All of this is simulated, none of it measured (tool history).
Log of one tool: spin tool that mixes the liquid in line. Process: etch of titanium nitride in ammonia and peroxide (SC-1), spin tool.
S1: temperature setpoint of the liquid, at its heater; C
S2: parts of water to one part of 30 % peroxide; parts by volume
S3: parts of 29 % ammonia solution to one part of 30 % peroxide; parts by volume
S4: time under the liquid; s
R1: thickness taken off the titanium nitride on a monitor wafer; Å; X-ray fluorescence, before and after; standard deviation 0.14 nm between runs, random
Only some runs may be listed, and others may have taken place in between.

run,day,S1,S2,S3,S4,R1
1,0.000,51.0,10.0,0.65,145,108.340
2,0.342,46.0,10.0,0.65,145,76.834
3,0.675,46.0,10.0,0.80,145,78.676
4,0.858,46.0,10.0,0.80,160,89.166
5,0.892,49.5,10.0,0.80,160,112.550
6,1.071,49.5,7.5,0.80,160,129.620

Predict the results of run 7:
7,1.138,51.5,7.5,0.80,160,?

Run 7 measured R1 147.610 Å.
